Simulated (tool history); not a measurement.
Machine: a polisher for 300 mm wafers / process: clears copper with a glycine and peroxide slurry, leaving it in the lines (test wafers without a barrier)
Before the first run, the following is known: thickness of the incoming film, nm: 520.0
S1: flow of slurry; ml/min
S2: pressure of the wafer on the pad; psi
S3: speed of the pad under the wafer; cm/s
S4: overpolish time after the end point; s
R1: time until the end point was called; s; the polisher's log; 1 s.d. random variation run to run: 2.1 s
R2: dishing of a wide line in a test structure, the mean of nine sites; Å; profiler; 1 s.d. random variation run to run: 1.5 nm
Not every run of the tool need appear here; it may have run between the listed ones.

run	day	S1	S2	S3	S4	R1	R2
1	0.000	260	2.9	90	29	89.698	977.22
2	0.350	300	2.9	90	29	87.158	998.48
3	0.508	295	2.8	90	31	87.260	1053.60
4	0.825	295	2.8	90	20	87.991	720.09
5	0.900	295	2.8	68	20	114.940	620.51
6	1.246	295	2.8	68	10	110.830	324.03
7	1.550	295	2.8	68	10	115.190	328.57
8	1.817	290	2.6	74	14	109.530	442.79
9	2.079	285	2.5	78	17	109.740	530.12
10	2.250	280	2.3	82	19	112.950	582.06
11	2.600	275	2.2	86	21	116.720	624.29
12	2.671	270	2.1	90	23	111.630	665.37

What will run 13 give?
13	3.025	265	2.1	92	25	?	?

Logged for run 13: R1 110.540 s, R2 727.21 Å.
